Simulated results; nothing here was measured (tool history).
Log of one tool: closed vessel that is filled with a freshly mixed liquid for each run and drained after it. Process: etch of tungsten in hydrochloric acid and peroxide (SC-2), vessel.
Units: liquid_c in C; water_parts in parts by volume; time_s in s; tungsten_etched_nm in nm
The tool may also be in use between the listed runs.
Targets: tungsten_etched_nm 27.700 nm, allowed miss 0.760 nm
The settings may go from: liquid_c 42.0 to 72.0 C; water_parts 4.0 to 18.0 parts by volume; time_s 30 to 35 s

{"run": 1, "hour": 0.0, "liquid_c": 58.0, "water_parts": 10.0, "time_s": 35, "tungsten_etched_nm": 18.014}
{"run": 2, "hour": 8.3, "liquid_c": 59.0, "water_parts": 10.0, "time_s": 35, "tungsten_etched_nm": 19.348}
{"run": 3, "hour": 13.8, "liquid_c": 60.0, "water_parts": 10.0, "time_s": 35, "tungsten_etched_nm": 20.328}
{"run": 4, "hour": 17.0, "liquid_c": 60.0, "water_parts": 7.5, "time_s": 35, "tungsten_etched_nm": 25.534}
{"run": 5, "hour": 22.6, "liquid_c": 57.0, "water_parts": 7.5, "time_s": 35, "tungsten_etched_nm": 21.197}
{"run": 6, "hour": 23.7, "liquid_c": 57.5, "water_parts": 7.5, "time_s": 35, "tungsten_etched_nm": 21.806}
{"run": 7, "hour": 28.1, "liquid_c": 58.0, "water_parts": 7.5, "time_s": 35, "tungsten_etched_nm": 22.71}
{"run": 8, "hour": 36.3, "liquid_c": 58.5, "water_parts": 7.5, "time_s": 35, "tungsten_etched_nm": 23.248}
{"run": 9, "hour": 44.1, "liquid_c": 62.0, "water_parts": 7.5, "time_s": 35, "tungsten_etched_nm": 29.036}

4 next moves are on the table. One of them brings every result within its allowed miss. Which?
{"run": "A", "hour": 51.9, "liquid_c": 62.0, "water_parts": 7.0, "time_s": 35, "tungsten_etched_nm": "?"}
{"run": "B", "hour": 51.9, "liquid_c": 63.5, "water_parts": 7.0, "time_s": 30, "tungsten_etched_nm": "?"}
{"run": "C", "hour": 51.9, "liquid_c": 60.5, "water_parts": 6.5, "time_s": 35, "tungsten_etched_nm": "?"}
{"run": "D", "hour": 51.9, "liquid_c": 60.0, "water_parts": 5.5, "time_s": 30, "tungsten_etched_nm": "?"}

move=A tungsten_etched_nm=31.272
move=B tungsten_etched_nm=29.404
move=C tungsten_etched_nm=30.159
move=D tungsten_etched_nm=28.394
A: further off than the last run
B: further off than the last run
C: further off than the last run
D: meets every target
Answer: D
